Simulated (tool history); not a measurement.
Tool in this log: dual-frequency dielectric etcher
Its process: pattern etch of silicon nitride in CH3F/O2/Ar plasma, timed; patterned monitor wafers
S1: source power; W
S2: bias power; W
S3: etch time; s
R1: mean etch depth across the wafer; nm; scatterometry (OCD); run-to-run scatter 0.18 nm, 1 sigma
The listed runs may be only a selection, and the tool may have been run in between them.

| run | hour | S1 | S2 | S3 | R1 |
|---|---|---|---|---|---|
| 1 | 0.0 | 290 | 57 | 47.0 | 28.498 |
| 2 | 1.3 | 290 | 65 | 47.0 | 30.170 |
| 3 | 5.2 | 290 | 61 | 47.0 | 29.030 |
| 4 | 6.3 | 310 | 63 | 47.0 | 30.970 |
| 5 | 10.7 | 320 | 63 | 47.0 | 31.417 |
| 6 | 13.3 | 330 | 63 | 47.0 | 32.085 |
| 7 | 20.6 | 340 | 63 | 47.0 | 32.409 |

Run 8 is up next; what results do you expect?
| 8 | 24.6 | 350 | 63 | 47.0 | ? |

{"run 8": {"R1": 32.995}}
